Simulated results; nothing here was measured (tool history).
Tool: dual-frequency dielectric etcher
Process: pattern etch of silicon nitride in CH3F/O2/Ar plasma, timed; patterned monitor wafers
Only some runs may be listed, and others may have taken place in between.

run	hour	source power (W)	bias power (W)	etch time (s)	mean etch depth across the wafer (angstrom)
1	0	490	54	77	571.92
2	3.3	470	54	77	559.04
3	12.1	470	45	77	510.58
4	12.7	470	41	77	484.36
5	14.8	500	41	77	504
6	15.6	520	41	77	507.73

Run 7 is up next; what results do you expect?
7	20.6	540	41	77	?

Run 7 came out at mean etch depth across the wafer (angstrom) 520.74.

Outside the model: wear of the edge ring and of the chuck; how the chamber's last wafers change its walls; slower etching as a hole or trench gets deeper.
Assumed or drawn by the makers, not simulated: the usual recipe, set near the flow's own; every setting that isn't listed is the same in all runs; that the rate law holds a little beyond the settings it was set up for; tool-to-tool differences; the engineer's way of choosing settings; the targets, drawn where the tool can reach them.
